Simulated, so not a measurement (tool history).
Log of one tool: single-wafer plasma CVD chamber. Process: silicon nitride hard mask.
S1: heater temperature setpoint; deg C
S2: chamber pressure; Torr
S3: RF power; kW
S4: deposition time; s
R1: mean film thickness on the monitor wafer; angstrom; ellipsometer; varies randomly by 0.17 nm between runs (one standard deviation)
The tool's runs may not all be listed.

run	hour	S1	S2	S3	S4	R1
1	0.0	395	1.12	0.270	51.9	516.09
2	5.5	395	1.20	0.275	52.0	538.06
3	6.5	395	1.05	0.275	52.0	514.09
4	13.0	395	1.05	0.275	53.5	529.50
5	13.9	395	1.12	0.280	53.5	544.93
6	16.9	400	1.12	0.280	53.5	544.66
7	23.9	400	1.18	0.285	53.5	558.35

What will run 8 give?
8	27.4	400	1.22	0.290	53.5	?

{"run 8": {"R1": 568.6}}
